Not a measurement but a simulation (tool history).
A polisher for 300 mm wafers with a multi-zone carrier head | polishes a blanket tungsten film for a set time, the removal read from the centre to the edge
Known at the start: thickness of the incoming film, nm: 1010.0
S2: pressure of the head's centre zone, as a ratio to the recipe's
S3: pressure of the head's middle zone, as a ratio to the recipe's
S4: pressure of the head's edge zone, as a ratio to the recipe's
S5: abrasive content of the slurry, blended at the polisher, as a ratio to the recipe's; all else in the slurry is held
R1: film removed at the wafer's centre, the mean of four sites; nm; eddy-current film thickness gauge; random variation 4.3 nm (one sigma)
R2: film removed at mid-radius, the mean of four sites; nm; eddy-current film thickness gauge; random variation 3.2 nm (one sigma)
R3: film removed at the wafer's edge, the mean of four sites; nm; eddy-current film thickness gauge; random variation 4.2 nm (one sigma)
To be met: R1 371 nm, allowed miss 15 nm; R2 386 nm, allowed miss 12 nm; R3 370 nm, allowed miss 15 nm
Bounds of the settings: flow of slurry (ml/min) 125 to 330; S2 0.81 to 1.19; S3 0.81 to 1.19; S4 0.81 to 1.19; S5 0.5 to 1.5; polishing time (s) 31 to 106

Run 1, hour 0: flow of slurry (ml/min) 210, S2 1, S3 1, S4 1, S5 1, polishing time (s) 68. Result: R1 355.45 nm, R2 320.59 nm, R3 315.3 nm.
Run 2, hour 3.8: flow of slurry (ml/min) 165, S2 1, S3 1, S4 1, S5 1, polishing time (s) 68. Result: R1 344.89 nm, R2 309.22 nm, R3 312.65 nm.
Run 3, hour 12.5: flow of slurry (ml/min) 170, S2 0.99, S3 1.02, S4 1.02, S5 1.05, polishing time (s) 68. Result: R1 350.72 nm, R2 319.59 nm, R3 318.82 nm.
Run 4, hour 17.7: flow of slurry (ml/min) 175, S2 0.98, S3 1.03, S4 1.04, S5 1.1, polishing time (s) 68. Result: R1 350.68 nm, R2 326.29 nm, R3 320.27 nm.
At hour 18.8: centre zone pressure recalibrated.
Run 5, hour 18.8: flow of slurry (ml/min) 175, S2 0.98, S3 1.03, S4 1.1, S5 1.1, polishing time (s) 68. Result: R1 318.92 nm, R2 324.77 nm, R3 338.96 nm.
Run 6, hour 23.5: flow of slurry (ml/min) 180, S2 0.99, S3 1.04, S4 1.11, S5 1.15, polishing time (s) 68. Result: R1 319.78 nm, R2 332.95 nm, R3 340.75 nm.
Run 7, hour 31.1: flow of slurry (ml/min) 185, S2 1, S3 1.04, S4 1.11, S5 1.2, polishing time (s) 68. Result: R1 322.46 nm, R2 337.1 nm, R3 341.91 nm.
Run 8, hour 32.8: flow of slurry (ml/min) 185, S2 1.01, S3 1.04, S4 1.11, S5 1.25, polishing time (s) 69. Result: R1 341.56 nm, R2 340.9 nm, R3 355.13 nm.

Which of these 4 next moves meets every target?
Run A, hour 34.5: flow of slurry (ml/min) 125, S2 1.08, S3 0.92, S4 1.12, S5 1.5, polishing time (s) 65. Result: R1 ?, R2 ?, R3 ?.
Run B, hour 34.5: flow of slurry (ml/min) 125, S2 1.03, S3 0.91, S4 1.15, S5 1.35, polishing time (s) 63. Result: R1 ?, R2 ?, R3 ?.
Run C, hour 34.5: flow of slurry (ml/min) 220, S2 0.94, S3 1.15, S4 1.19, S5 1.3, polishing time (s) 67. Result: R1 ?, R2 ?, R3 ?.
Run D, hour 34.5: flow of slurry (ml/min) 130, S2 1.06, S3 1.13, S4 1.11, S5 1.25, polishing time (s) 75. Result: R1 ?, R2 ?, R3 ?.

move      R1      R2      R3
   A   349.2  296.64  339.17
   B  315.59  279.15  325.96
   C  320.81  365.59  361.66
   D  382.56  383.12  375.06
A: further off than the last run
B: further off than the last run
C: nearer than the last run, and not there yet
D: meets every target
The right move is D.
